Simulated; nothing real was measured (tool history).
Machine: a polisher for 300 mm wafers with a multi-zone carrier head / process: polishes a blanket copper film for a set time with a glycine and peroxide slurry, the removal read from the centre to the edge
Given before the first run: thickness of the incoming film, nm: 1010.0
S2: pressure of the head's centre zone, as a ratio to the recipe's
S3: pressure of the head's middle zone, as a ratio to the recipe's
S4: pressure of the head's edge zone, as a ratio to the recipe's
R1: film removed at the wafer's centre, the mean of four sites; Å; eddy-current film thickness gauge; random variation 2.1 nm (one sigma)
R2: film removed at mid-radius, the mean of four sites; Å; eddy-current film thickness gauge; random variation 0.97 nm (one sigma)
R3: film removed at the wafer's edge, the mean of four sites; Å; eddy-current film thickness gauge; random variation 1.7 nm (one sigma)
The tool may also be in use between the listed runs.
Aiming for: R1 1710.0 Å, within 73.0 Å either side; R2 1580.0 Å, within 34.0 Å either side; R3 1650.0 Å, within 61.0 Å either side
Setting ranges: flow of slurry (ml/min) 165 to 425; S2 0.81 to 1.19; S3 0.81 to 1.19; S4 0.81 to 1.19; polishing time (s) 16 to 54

run 1 hour=0.0 | flow_of_slurry_(ml/min)=275 S2=1.00 S3=1.00 S4=1.00 polishing_time_(s)=35 | R1=1703.0 R2=1711.5 R3=1712.6
run 2 hour=1.6 | flow_of_slurry_(ml/min)=310 S2=1.00 S3=1.00 S4=1.00 polishing_time_(s)=35 | R1=1759.2 R2=1729.8 R3=1720.1
run 3 hour=8.7 | flow_of_slurry_(ml/min)=310 S2=1.00 S3=1.00 S4=1.03 polishing_time_(s)=35 | R1=1775.8 R2=1707.9 R3=1780.7
run 4 hour=16.5 | flow_of_slurry_(ml/min)=350 S2=1.00 S3=1.00 S4=1.03 polishing_time_(s)=35 | R1=1788.8 R2=1743.9 R3=1788.6
run 5 hour=22.9 | flow_of_slurry_(ml/min)=340 S2=1.00 S3=0.99 S4=1.02 polishing_time_(s)=35 | R1=1789.6 R2=1713.2 R3=1741.2
run 6 hour=26.2 | flow_of_slurry_(ml/min)=340 S2=1.00 S3=0.99 S4=0.96 polishing_time_(s)=35 | R1=1813.2 R2=1734.1 R3=1704.4
run 7 hour=32.8 | flow_of_slurry_(ml/min)=330 S2=1.00 S3=0.98 S4=0.96 polishing_time_(s)=35 | R1=1797.1 R2=1700.3 R3=1751.2
run 8 hour=41.6 | flow_of_slurry_(ml/min)=325 S2=1.00 S3=0.98 S4=0.95 polishing_time_(s)=35 | R1=1792.1 R2=1708.8 R3=1680.7
run 9 hour=49.1 | flow_of_slurry_(ml/min)=315 S2=1.00 S3=0.97 S4=0.95 polishing_time_(s)=35 | R1=1762.6 R2=1707.2 R3=1688.9
-- hour=50.2 worn pad replaced by a new one
run 10 hour=50.2 | flow_of_slurry_(ml/min)=310 S2=1.00 S3=0.96 S4=0.95 polishing_time_(s)=35 | R1=1944.8 R2=1878.5 R3=1890.6

Next run, 5 choices. One meets every target within its allowed miss, the rest don't. Which?
run A hour=51.3 | flow_of_slurry_(ml/min)=395 S2=1.08 S3=0.98 S4=0.92 polishing_time_(s)=27 | R1=? R2=? R3=?
run B hour=51.3 | flow_of_slurry_(ml/min)=370 S2=0.99 S3=0.97 S4=1.04 polishing_time_(s)=27 | R1=? R2=? R3=?
run C hour=51.3 | flow_of_slurry_(ml/min)=310 S2=1.13 S3=0.93 S4=0.87 polishing_time_(s)=33 | R1=? R2=? R3=?
run D hour=51.3 | flow_of_slurry_(ml/min)=365 S2=1.03 S3=0.96 S4=1.02 polishing_time_(s)=29 | R1=? R2=? R3=?
run E hour=51.3 | flow_of_slurry_(ml/min)=355 S2=1.01 S3=1.01 S4=0.97 polishing_time_(s)=27 | R1=? R2=? R3=?

move=A R1=1696.4 R2=1491.7 R3=1477.7
move=B R1=1545.0 R2=1473.8 R3=1548.5
move=C R1=2118.5 R2=1720.1 R3=1738.7
move=D R1=1724.8 R2=1569.4 R3=1648.3
move=E R1=1570.7 R2=1511.1 R3=1499.1
A: carries the result that was furthest off beyond its target, to the other side
B: carries the result that was furthest off beyond its target, to the other side
C: closer than the last run, but not yet in spec
D: all results land within tolerance of their targets
E: carries the result that was furthest off beyond its target, to the other side
D is the move that brings every result within its allowed miss.
